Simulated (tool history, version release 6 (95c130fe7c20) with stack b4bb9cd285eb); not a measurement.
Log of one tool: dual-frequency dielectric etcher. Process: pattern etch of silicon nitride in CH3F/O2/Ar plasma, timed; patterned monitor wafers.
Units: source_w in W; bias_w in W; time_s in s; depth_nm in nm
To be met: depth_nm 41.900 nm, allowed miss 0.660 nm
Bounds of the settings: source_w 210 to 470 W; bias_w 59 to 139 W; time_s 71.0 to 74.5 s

run	day	source_w	bias_w	time_s	depth_nm
1	0.000	340	99	71.0	52.334
2	0.325	390	99	71.0	55.686
3	0.462	370	97	71.0	54.116
4	0.533	350	95	71.0	52.558
5	0.762	330	92	71.0	51.331
6	0.938	330	92	74.5	53.263
7	1.146	320	89	74.5	52.115
8	1.350	310	86	74.5	51.184
9	1.629	300	83	74.5	49.707
10	1.996	290	81	74.5	48.604
11	2.183	230	63	74.0	40.997

Which of these 4 next moves meets every target?
A	2.371	250	70	73.5	?
B	2.371	290	59	72.0	?
C	2.371	250	59	74.5	?
D	2.371	290	59	71.5	?

move	depth_nm
A	43.282
B	43.113
C	41.882
D	42.813
A: takes the result that was furthest off past its target
B: takes the result that was furthest off past its target
C: meets every target
D: takes the result that was furthest off past its target
Move C is the one to make.
